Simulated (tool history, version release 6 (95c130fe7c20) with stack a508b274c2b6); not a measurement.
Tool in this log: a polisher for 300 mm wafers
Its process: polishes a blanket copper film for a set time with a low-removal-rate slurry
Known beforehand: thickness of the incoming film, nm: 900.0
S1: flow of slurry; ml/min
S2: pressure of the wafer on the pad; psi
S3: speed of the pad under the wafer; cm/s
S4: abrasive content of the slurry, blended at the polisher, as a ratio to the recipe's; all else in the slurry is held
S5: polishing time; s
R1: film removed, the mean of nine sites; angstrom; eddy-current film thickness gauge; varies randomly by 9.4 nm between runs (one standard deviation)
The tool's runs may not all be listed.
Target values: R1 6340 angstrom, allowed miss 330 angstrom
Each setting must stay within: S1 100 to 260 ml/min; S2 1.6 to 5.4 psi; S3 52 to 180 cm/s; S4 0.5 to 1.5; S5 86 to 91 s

run  hour   S1   S2   S3    S4  S5      R1
  1     0  165  3.5  116     1  86  3438.3
  2   5.5  165  4.1  118     1  86  4191.1
  3   8.6  165  4.5  120     1  86  4479.7
  4  15.9  165  4.8  126     1  86  4965.1
  5  22.6  165    5  130     1  86  5286.8
  6  31.5  165    5  130  1.15  86  5541.6
  7  40.5  165  5.1  132  1.15  86  5663.7
  8  44.4  165  5.2  134  1.15  86  5872.8

Next run, 5 choices. One meets every target within its allowed miss, the rest don't. Which?
  A  48.3  235  3.8  160  1.15  86   ?
  B  48.3  150  4.5  138  1.25  86   ?
  C  48.3  185  5.3  130   0.9  86   ?
  D  48.3  130  5.3  132     1  87   ?
  E  48.3  175  4.9  146  1.25  88   ?

move      R1
   A    5517
   B  5338.8
   C  5487.2
   D  5509.7
   E  6356.4
A: lands further from the targets than the last run did
B: lands further from the targets than the last run did
C: lands further from the targets than the last run did
D: lands further from the targets than the last run did
E: all results in spec
So the answer is move E, the one that meets all the targets.

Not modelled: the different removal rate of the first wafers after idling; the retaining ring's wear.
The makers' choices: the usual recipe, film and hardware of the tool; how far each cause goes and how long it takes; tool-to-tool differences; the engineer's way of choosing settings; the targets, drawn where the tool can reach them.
